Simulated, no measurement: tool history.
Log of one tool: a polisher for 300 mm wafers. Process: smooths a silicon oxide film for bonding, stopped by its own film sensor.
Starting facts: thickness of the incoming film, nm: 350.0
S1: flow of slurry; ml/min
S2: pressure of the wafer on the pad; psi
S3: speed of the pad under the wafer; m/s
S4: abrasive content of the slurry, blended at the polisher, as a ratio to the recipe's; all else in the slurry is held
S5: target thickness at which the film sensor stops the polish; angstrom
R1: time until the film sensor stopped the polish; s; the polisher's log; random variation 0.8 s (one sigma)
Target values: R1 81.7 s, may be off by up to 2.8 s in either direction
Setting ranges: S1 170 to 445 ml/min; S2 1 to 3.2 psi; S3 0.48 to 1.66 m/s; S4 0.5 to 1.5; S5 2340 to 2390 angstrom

| run | day | S1 | S2 | S3 | S4 | S5 | R1 |
|---|---|---|---|---|---|---|---|
| 1 | 0 | 285 | 2.1 | 1.06 | 1 | 2390 | 117.45 |
| 2 | 0.35 | 285 | 2.1 | 1.22 | 1 | 2390 | 103.42 |
| 3 | 0.712 | 285 | 2.1 | 1.22 | 0.85 | 2390 | 111.21 |
| 4 | 0.742 | 285 | 1.9 | 1.22 | 0.85 | 2390 | 120.14 |
| 5 | 1.083 | 215 | 1.9 | 1.22 | 0.85 | 2390 | 122.98 |
| 6 | 1.338 | 215 | 2.2 | 1.22 | 0.85 | 2390 | 109.03 |
| 7 | 1.421 | 215 | 2.4 | 1.22 | 0.85 | 2390 | 99.966 |
| 8 | 1.683 | 215 | 2.5 | 1.22 | 0.85 | 2390 | 97.113 |
| 9 | 2.038 | 215 | 2.6 | 1.22 | 0.85 | 2390 | 92.325 |

Which of these 4 next moves meets every target?
| A | 2.392 | 185 | 2.3 | 1.52 | 0.9 | 2380 | ? |
| B | 2.392 | 225 | 2.9 | 1.28 | 0.8 | 2370 | ? |
| C | 2.392 | 220 | 2.7 | 1.02 | 0.95 | 2340 | ? |
| D | 2.392 | 255 | 2.9 | 1.14 | 0.85 | 2340 | ? |

| move | R1 |
|---|---|
| A | 89.523 |
| B | 83.782 |
| C | 104.13 |
| D | 90.797 |
A: moves toward the targets from the last run without getting all of them in spec
B: meets every target
C: misses by more than the last run did
D: moves toward the targets from the last run without getting all of them in spec
Correct choice: B, which meets every target
